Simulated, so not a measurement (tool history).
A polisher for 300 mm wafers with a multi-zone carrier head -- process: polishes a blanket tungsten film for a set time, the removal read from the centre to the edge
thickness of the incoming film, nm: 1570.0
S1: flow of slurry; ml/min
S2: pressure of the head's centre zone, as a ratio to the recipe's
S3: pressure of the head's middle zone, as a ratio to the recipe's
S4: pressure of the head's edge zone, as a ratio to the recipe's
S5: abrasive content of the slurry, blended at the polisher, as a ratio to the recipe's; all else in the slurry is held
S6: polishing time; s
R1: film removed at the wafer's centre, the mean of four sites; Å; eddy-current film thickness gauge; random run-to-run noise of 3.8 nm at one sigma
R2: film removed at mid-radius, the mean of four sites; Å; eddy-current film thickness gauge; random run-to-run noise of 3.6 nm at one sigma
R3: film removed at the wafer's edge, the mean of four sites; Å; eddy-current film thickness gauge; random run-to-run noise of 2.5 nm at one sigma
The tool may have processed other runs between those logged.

{"run": 1, "day": 0.0, "S1": 315, "S2": 1.0, "S3": 1.0, "S4": 1.0, "S5": 1.0, "S6": 48, "R1": 2618.5, "R2": 2609.9, "R3": 2676.0}
{"run": 2, "day": 0.358, "S1": 315, "S2": 0.94, "S3": 1.0, "S4": 1.0, "S5": 1.0, "S6": 48, "R1": 2406.9, "R2": 2667.0, "R3": 2683.6}
{"run": 3, "day": 0.675, "S1": 320, "S2": 0.96, "S3": 1.03, "S4": 0.99, "S5": 1.05, "S6": 48, "R1": 2493.0, "R2": 2710.1, "R3": 2666.7}
{"run": 4, "day": 0.888, "S1": 325, "S2": 0.98, "S3": 1.05, "S4": 0.98, "S5": 1.1, "S6": 49, "R1": 2657.7, "R2": 2874.0, "R3": 2773.7}
{"run": 5, "day": 1.075, "S1": 330, "S2": 1.0, "S3": 1.07, "S4": 0.97, "S5": 1.15, "S6": 49, "R1": 2752.7, "R2": 2924.9, "R3": 2740.2}
{"run": 6, "day": 1.262, "S1": 335, "S2": 1.01, "S3": 1.09, "S4": 0.97, "S5": 1.2, "S6": 49, "R1": 2734.5, "R2": 3009.1, "R3": 2823.0}
{"run": 7, "day": 1.338, "S1": 340, "S2": 1.03, "S3": 1.1, "S4": 0.96, "S5": 1.25, "S6": 50, "R1": 2935.3, "R2": 3142.5, "R3": 2885.7}

What does the tool deliver on the next run?
{"run": 8, "day": 1.5, "S1": 380, "S2": 1.13, "S3": 1.19, "S4": 1.01, "S5": 1.5, "S6": 51, "R1": "?", "R2": "?", "R3": "?"}

Run 8 gave R1 3366.4 Å, R2 3595.7 Å, R3 3126.1 Å.
